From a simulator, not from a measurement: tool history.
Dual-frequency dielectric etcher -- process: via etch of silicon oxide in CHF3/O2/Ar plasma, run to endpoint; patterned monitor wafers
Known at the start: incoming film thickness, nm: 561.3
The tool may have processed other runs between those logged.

Run 1, hour 0: source power (W) 520, bias power (W) 202. Result: endpoint time (s) 272.12.
Run 2, hour 6.9: source power (W) 560, bias power (W) 203. Result: endpoint time (s) 261.38.
Run 3, hour 12.2: source power (W) 520, bias power (W) 203. Result: endpoint time (s) 271.59.
Run 4, hour 20.6: source power (W) 520, bias power (W) 183. Result: endpoint time (s) 277.63.
Run 5, hour 28.2: source power (W) 560, bias power (W) 184. Result: endpoint time (s) 265.97.
Run 6, hour 35.9: source power (W) 520, bias power (W) 184. Result: endpoint time (s) 277.82.

Run 7, settings as shown, results not yet in. Your forecast:
Run 7, hour 40.7: source power (W) 560, bias power (W) 185. Result: endpoint time (s) ?.

{"run 7": {"endpoint time (s)": 265.9}}
